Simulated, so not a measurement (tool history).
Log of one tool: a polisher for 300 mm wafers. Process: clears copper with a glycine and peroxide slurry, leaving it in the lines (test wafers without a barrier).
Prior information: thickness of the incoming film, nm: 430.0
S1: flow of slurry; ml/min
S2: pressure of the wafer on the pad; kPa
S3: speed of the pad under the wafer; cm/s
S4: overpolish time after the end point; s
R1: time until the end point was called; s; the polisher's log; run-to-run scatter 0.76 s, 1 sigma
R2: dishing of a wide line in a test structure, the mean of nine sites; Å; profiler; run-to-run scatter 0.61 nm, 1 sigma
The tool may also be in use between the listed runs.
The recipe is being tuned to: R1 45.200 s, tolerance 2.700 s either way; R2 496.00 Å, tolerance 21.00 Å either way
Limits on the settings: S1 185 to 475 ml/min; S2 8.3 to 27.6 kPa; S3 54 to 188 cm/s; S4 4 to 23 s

Run 1, hour 0.0: S1 305 ml/min, S2 17.9 kPa, S3 120 cm/s, S4 12 s. Result: R1 61.391 s, R2 544.59 Å.
Run 2, hour 1.0: S1 305 ml/min, S2 17.9 kPa, S3 92 cm/s, S4 12 s. Result: R1 76.910 s, R2 465.05 Å.
Run 3, hour 8.3: S1 345 ml/min, S2 17.9 kPa, S3 92 cm/s, S4 12 s. Result: R1 75.806 s, R2 472.63 Å.
Run 4, hour 12.3: S1 345 ml/min, S2 20.0 kPa, S3 94 cm/s, S4 11 s. Result: R1 67.499 s, R2 460.49 Å.
Run 5, hour 20.0: S1 345 ml/min, S2 20.0 kPa, S3 94 cm/s, S4 13 s. Result: R1 67.880 s, R2 537.47 Å.
Run 6, hour 28.1: S1 345 ml/min, S2 21.4 kPa, S3 96 cm/s, S4 12 s. Result: R1 64.120 s, R2 539.05 Å.
Run 7, hour 35.4: S1 345 ml/min, S2 22.8 kPa, S3 100 cm/s, S4 11 s. Result: R1 56.806 s, R2 529.88 Å.
At hour 36.5: slurry nozzle cleaned.
Run 8, hour 36.5: S1 345 ml/min, S2 23.4 kPa, S3 100 cm/s, S4 10 s. Result: R1 53.053 s, R2 519.09 Å.
Run 9, hour 41.7: S1 345 ml/min, S2 24.1 kPa, S3 100 cm/s, S4 10 s. Result: R1 51.795 s, R2 536.92 Å.
Run 10, hour 42.3: S1 345 ml/min, S2 24.8 kPa, S3 100 cm/s, S4 9 s. Result: R1 51.906 s, R2 502.36 Å.
Run 11, hour 44.5: S1 345 ml/min, S2 25.5 kPa, S3 100 cm/s, S4 9 s. Result: R1 49.598 s, R2 518.18 Å.
Run 12, hour 48.9: S1 345 ml/min, S2 26.2 kPa, S3 100 cm/s, S4 9 s. Result: R1 47.824 s, R2 519.20 Å.

Of the 5 settings listed for the next run, only one would bring every result within its allowed miss of target. Which one?
Run A, hour 53.3: S1 335 ml/min, S2 26.9 kPa, S3 90 cm/s, S4 10 s. Result: R1 ?, R2 ?.
Run B, hour 53.3: S1 340 ml/min, S2 24.1 kPa, S3 98 cm/s, S4 12 s. Result: R1 ?, R2 ?.
Run C, hour 53.3: S1 405 ml/min, S2 27.6 kPa, S3 100 cm/s, S4 8 s. Result: R1 ?, R2 ?.
Run D, hour 53.3: S1 390 ml/min, S2 27.6 kPa, S3 108 cm/s, S4 9 s. Result: R1 ?, R2 ?.
Run E, hour 53.3: S1 320 ml/min, S2 27.6 kPa, S3 98 cm/s, S4 10 s. Result: R1 ?, R2 ?.

move      R1      R2
   A  53.710  522.27
   B  54.712  590.44
   C  47.307  482.38
   D  44.340  556.77
   E  49.016  560.35
A: misses by more than the last run did
B: misses by more than the last run did
C: all results land within tolerance of their targets
D: misses by more than the last run did
E: misses by more than the last run did
The move that meets every target is C.
